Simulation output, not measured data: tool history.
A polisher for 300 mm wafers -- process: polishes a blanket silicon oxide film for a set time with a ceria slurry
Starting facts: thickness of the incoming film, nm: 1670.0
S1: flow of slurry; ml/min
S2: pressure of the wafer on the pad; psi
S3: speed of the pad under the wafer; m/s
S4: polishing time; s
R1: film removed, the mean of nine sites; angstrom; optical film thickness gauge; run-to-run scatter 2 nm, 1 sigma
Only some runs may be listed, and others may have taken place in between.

{"run": 1, "hour": 0.0, "S1": 260, "S2": 2.7, "S3": 1.02, "S4": 87, "R1": 3389.6}
{"run": 2, "hour": 1.4, "S1": 260, "S2": 2.6, "S3": 1.02, "S4": 87, "R1": 3256.0}
{"run": 3, "hour": 6.8, "S1": 260, "S2": 2.5, "S3": 1.02, "S4": 87, "R1": 3098.4}
{"run": 4, "hour": 9.2, "S1": 205, "S2": 2.5, "S3": 1.02, "S4": 87, "R1": 3068.3}
{"run": 5, "hour": 10.0, "S1": 205, "S2": 2.4, "S3": 1.02, "S4": 87, "R1": 2956.1}
{"run": 6, "hour": 13.6, "S1": 205, "S2": 2.4, "S3": 1.14, "S4": 87, "R1": 3279.9}
{"run": 7, "hour": 16.7, "S1": 205, "S2": 2.3, "S3": 1.14, "S4": 87, "R1": 3182.9}
{"run": 8, "hour": 20.7, "S1": 200, "S2": 1.8, "S3": 1.14, "S4": 87, "R1": 2464.8}

The next listed run, before its measurement:
{"run": 9, "hour": 25.0, "S1": 200, "S2": 1.9, "S3": 1.14, "S4": 87, "R1": "?"}

For run 9 the tool returned R1 2612.4 angstrom.
